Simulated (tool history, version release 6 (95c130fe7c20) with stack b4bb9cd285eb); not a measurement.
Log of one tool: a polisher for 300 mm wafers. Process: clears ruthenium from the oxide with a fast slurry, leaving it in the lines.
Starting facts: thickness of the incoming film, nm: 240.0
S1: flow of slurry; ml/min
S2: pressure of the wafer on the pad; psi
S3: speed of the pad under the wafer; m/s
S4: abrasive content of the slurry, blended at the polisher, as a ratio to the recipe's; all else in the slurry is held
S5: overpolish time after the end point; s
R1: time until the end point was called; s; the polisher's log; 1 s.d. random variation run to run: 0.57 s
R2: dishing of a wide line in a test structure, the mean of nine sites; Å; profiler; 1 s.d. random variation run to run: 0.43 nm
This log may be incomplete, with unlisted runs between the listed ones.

run,hour,S1,S2,S3,S4,S5,R1,R2
1,0,310,2.2,1.1,1,10,66.323,286.44
2,1.1,310,2.2,1,1,10,73.347,253.42
3,4.8,280,2.2,1,1,10,73.187,251.68
4,13.3,280,2.2,1,1.15,10,68.598,265.7
5,13.9,280,2.2,1,1.15,13,70.898,344.68
6,16.9,280,2.5,1,1.2,10,61.392,298.57
7,25.6,280,2.8,1.02,1.25,8,53.912,278.79
8,32.9,280,3,1.06,1.25,7,48.809,273.58
9,37.7,280,3.5,1.18,1.25,3,38.475,155.51
10,46.3,280,3.4,1.2,1.3,4,37.915,206.48
11,50,280,3.3,1.22,1.35,4,38.023,207.57
12,57.7,280,3.3,1.22,1.35,7,37.65,342.87

For run 13, what comes out?
13,58.4,280,3.4,1.22,1.3,7,?,?

R1: 37.38 s
R2: 351.26 Å

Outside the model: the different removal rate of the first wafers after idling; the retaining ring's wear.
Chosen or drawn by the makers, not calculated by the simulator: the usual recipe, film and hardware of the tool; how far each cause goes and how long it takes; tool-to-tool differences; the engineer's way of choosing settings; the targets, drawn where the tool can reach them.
